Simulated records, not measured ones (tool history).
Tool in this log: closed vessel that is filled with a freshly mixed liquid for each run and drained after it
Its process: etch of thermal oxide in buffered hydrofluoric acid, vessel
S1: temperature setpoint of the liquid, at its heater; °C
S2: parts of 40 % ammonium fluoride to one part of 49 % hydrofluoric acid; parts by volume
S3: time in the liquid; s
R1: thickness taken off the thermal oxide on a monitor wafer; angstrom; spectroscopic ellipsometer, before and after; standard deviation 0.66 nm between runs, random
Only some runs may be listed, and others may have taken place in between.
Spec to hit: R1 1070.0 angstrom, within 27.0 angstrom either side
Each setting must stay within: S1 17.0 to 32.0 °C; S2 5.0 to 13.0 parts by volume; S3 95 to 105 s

run,day,S1,S2,S3,R1
1,0.000,24.0,8.0,95,1291.2
2,0.208,22.5,8.0,95,1193.0
3,0.504,22.5,8.0,105,1326.9
4,0.829,22.0,8.0,105,1291.5
5,1.188,21.5,8.0,105,1258.3
6,1.421,21.5,8.0,95,1128.0
# day 1.592: thermometer replaced
7,1.592,21.0,8.0,95,1234.4
8,1.946,21.0,8.5,95,1150.6
9,2.150,21.0,8.5,95,1147.2
10,2.471,20.5,8.5,95,1126.3

Which of these 5 next moves meets every target?
A,2.792,19.5,8.0,105,?
B,2.792,18.5,8.0,95,?
C,2.792,17.0,6.5,95,?
D,2.792,24.0,9.5,95,?
E,2.792,21.5,9.0,95,?

move,R1
A,1243.5
B,1063.4
C,1203.4
D,1227.5
E,1106.9
A: its largest miss is bigger than the last run's
B: meets every target
C: its largest miss is bigger than the last run's
D: its largest miss is bigger than the last run's
E: an improvement on the last run, though not all results are within tolerance
Go with B: it meets all targets.
